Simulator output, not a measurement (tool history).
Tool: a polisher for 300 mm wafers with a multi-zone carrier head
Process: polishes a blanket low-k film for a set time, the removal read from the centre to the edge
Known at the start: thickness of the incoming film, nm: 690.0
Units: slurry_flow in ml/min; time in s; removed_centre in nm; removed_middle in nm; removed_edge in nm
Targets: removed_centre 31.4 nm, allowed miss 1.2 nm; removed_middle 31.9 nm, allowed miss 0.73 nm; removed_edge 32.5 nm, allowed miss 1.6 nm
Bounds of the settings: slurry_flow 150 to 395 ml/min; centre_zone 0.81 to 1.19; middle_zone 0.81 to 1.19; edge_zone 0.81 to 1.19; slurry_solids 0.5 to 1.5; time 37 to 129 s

run 1 hour=0 | slurry_flow=250 centre_zone=1 middle_zone=1 edge_zone=1 slurry_solids=1 time=83 | removed_centre=22.795 removed_middle=22.537 removed_edge=22.739
run 2 hour=2.9 | slurry_flow=250 centre_zone=1 middle_zone=1 edge_zone=1 slurry_solids=0.8 time=83 | removed_centre=19.211 removed_middle=19.363 removed_edge=19.497
run 3 hour=5.8 | slurry_flow=250 centre_zone=1 middle_zone=0.93 edge_zone=1 slurry_solids=0.8 time=83 | removed_centre=19.225 removed_middle=18.477 removed_edge=19.553
run 4 hour=10.4 | slurry_flow=260 centre_zone=1 middle_zone=0.98 edge_zone=1.04 slurry_solids=0.95 time=83 | removed_centre=21.804 removed_middle=21.784 removed_edge=22.559
run 5 hour=13.8 | slurry_flow=260 centre_zone=1.06 middle_zone=0.98 edge_zone=1.04 slurry_solids=0.95 time=83 | removed_centre=23.382 removed_middle=21.635 removed_edge=22.464
run 6 hour=20.4 | slurry_flow=260 centre_zone=1.06 middle_zone=1.02 edge_zone=1.04 slurry_solids=0.95 time=83 | removed_centre=22.648 removed_middle=22.371 removed_edge=22.704
run 7 hour=27.4 | slurry_flow=275 centre_zone=1.09 middle_zone=1.04 edge_zone=1.08 slurry_solids=1.05 time=83 | removed_centre=24.977 removed_middle=24.403 removed_edge=24.4
run 8 hour=31.5 | slurry_flow=270 centre_zone=1.09 middle_zone=1.05 edge_zone=1.11 slurry_solids=1.15 time=83 | removed_centre=26.496 removed_middle=25.602 removed_edge=26.054
run 9 hour=40.4 | slurry_flow=275 centre_zone=1.08 middle_zone=1.07 edge_zone=1.13 slurry_solids=1.25 time=83 | removed_centre=27.254 removed_middle=27.093 removed_edge=26.844
-- hour=46.6 worn pad replaced by a new one
run 10 hour=46.6 | slurry_flow=275 centre_zone=1.08 middle_zone=1.07 edge_zone=1.13 slurry_solids=1.25 time=83 | removed_centre=30.674 removed_middle=31.002 removed_edge=31.358
run 11 hour=52 | slurry_flow=300 centre_zone=1.08 middle_zone=1.08 edge_zone=1.17 slurry_solids=1.25 time=83 | removed_centre=31.05 removed_middle=31.14 removed_edge=31.196

5 next moves are on the table. One of them brings every result within its allowed miss. Which?
run A hour=57.4 | slurry_flow=285 centre_zone=1.1 middle_zone=1.07 edge_zone=1.15 slurry_solids=1.35 time=78 | removed_centre=? removed_middle=? removed_edge=?
run B hour=57.4 | slurry_flow=335 centre_zone=1.18 middle_zone=1.14 edge_zone=1.16 slurry_solids=1.15 time=78 | removed_centre=? removed_middle=? removed_edge=?
run C hour=57.4 | slurry_flow=290 centre_zone=1.02 middle_zone=1.03 edge_zone=1.12 slurry_solids=1.15 time=92 | removed_centre=? removed_middle=? removed_edge=?
run D hour=57.4 | slurry_flow=305 centre_zone=1.09 middle_zone=1.04 edge_zone=1.17 slurry_solids=1.1 time=85 | removed_centre=? removed_middle=? removed_edge=?
run E hour=57.4 | slurry_flow=375 centre_zone=1.03 middle_zone=1.14 edge_zone=0.97 slurry_solids=1.3 time=84 | removed_centre=? removed_middle=? removed_edge=?

move=A removed_centre=30.746 removed_middle=29.821 removed_edge=30.869
move=B removed_centre=30.658 removed_middle=29.437 removed_edge=29.037
move=C removed_centre=31.695 removed_middle=31.707 removed_edge=33.312
move=D removed_centre=30.303 removed_middle=28.957 removed_edge=30.86
move=E removed_centre=31.822 removed_middle=34.025 removed_edge=30.612
A: further off than the last run
B: further off than the last run
C: meets every target
D: further off than the last run
E: takes the result that was furthest off past its target
Move C is the one to make.
